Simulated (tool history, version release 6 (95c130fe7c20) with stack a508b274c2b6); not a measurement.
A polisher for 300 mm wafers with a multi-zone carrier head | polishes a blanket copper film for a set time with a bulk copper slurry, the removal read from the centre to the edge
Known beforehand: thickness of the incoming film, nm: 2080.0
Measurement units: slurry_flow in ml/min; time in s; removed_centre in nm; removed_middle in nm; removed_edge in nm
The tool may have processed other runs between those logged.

run,hour,slurry_flow,centre_zone,middle_zone,edge_zone,slurry_solids,time,removed_centre,removed_middle,removed_edge
1,0.0,240,1.00,1.00,1.00,1.00,34,455.35,468.59,463.85
2,3.0,240,1.00,0.94,1.00,1.00,34,458.38,439.90,469.77
3,11.7,245,1.01,0.95,0.97,0.90,32,433.97,412.41,419.87
4,14.3,245,1.01,0.95,1.03,0.90,32,434.95,411.62,439.82
5,22.8,245,1.01,0.89,1.03,0.90,32,436.89,386.60,426.67
6,27.3,255,1.00,0.90,0.99,0.80,31,410.40,370.52,406.95
7,32.0,245,1.01,0.92,0.96,0.75,30,396.75,366.44,386.98

Expected results for the next run?
8,39.5,250,1.02,0.94,0.93,0.70,29,?,?,?

{"run 8": {"removed_centre": 383.12, "removed_middle": 364.03, "removed_edge": 363.26}}

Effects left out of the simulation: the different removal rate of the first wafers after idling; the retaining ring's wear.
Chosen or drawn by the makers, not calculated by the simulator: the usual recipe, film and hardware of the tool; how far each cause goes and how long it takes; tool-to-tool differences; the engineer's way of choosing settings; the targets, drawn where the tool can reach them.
